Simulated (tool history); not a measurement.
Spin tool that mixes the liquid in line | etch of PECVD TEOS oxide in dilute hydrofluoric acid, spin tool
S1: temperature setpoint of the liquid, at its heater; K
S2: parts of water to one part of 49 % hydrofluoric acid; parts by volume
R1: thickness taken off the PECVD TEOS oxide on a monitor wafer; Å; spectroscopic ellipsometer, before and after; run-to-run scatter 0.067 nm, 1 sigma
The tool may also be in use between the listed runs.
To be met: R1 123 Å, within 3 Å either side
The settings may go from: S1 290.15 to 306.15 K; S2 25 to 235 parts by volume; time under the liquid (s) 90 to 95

Run 1, hour 0: S1 298.15 K, S2 130 parts by volume, time under the liquid (s) 90. Result: R1 88.915 Å.
Run 2, hour 7.7: S1 299.65 K, S2 130 parts by volume, time under the liquid (s) 90. Result: R1 93.975 Å.
Run 3, hour 15.2: S1 299.65 K, S2 145 parts by volume, time under the liquid (s) 90. Result: R1 83.449 Å.
Run 4, hour 18.1: S1 301.15 K, S2 140 parts by volume, time under the liquid (s) 90. Result: R1 92.396 Å.
Run 5, hour 20.6: S1 301.15 K, S2 170 parts by volume, time under the liquid (s) 90. Result: R1 72.792 Å.
Run 6, hour 24: S1 301.15 K, S2 125 parts by volume, time under the liquid (s) 90. Result: R1 105.59 Å.
Run 7, hour 26.1: S1 301.65 K, S2 125 parts by volume, time under the liquid (s) 90. Result: R1 106.61 Å.
Run 8, hour 28: S1 302.15 K, S2 125 parts by volume, time under the liquid (s) 90. Result: R1 109.56 Å.

Exercise: of the 4 proposed moves below, exactly one satisfies all targets within the stated allowed misses. Which move is it?
Run A, hour 29.9: S1 302.65 K, S2 115 parts by volume, time under the liquid (s) 95. Result: R1 ?.
Run B, hour 29.9: S1 304.15 K, S2 125 parts by volume, time under the liquid (s) 90. Result: R1 ?.
Run C, hour 29.9: S1 303.65 K, S2 125 parts by volume, time under the liquid (s) 95. Result: R1 ?.
Run D, hour 29.9: S1 301.15 K, S2 125 parts by volume, time under the liquid (s) 95. Result: R1 ?.

move      R1
   A  130.48
   B  118.52
   C  122.85
   D     112
A: takes the result that was furthest off past its target
B: an improvement on the last run, though not all results are within tolerance
C: all results in spec
D: an improvement on the last run, though not all results are within tolerance
Correct choice: C, which meets every target
